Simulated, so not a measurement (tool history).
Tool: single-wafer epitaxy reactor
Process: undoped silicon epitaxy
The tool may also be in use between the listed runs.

| run | hour | wafer temperature setpoint (pyrometer-controlled) (deg C) | deposition time (s) | mean film thickness on the monitor wafer (nm) |
|---|---|---|---|---|
| 1 | 0 | 655 | 157 | 24.504 |
| 2 | 2.7 | 655 | 175 | 27.251 |
| 3 | 8.7 | 652 | 175 | 25.372 |
| 4 | 14.2 | 652 | 193 | 27.871 |
| 5 | 17 | 652 | 180 | 26.003 |
| 6 | 19.9 | 649 | 180 | 24.16 |
| 7 | 28.1 | 647 | 180 | 22.867 |
| 8 | 33 | 645 | 180 | 21.745 |
| 9 | 34.8 | 644 | 180 | 21.316 |
| 10 | 43.2 | 643 | 180 | 20.794 |
| 11 | 43.9 | 642 | 180 | 20.238 |
| 12 | 52.4 | 642 | 180 | 20.183 |

Forecast run 13:
| 13 | 54 | 641 | 180 | ? |

{"run 13": {"mean film thickness on the monitor wafer (nm)": 19.687}}

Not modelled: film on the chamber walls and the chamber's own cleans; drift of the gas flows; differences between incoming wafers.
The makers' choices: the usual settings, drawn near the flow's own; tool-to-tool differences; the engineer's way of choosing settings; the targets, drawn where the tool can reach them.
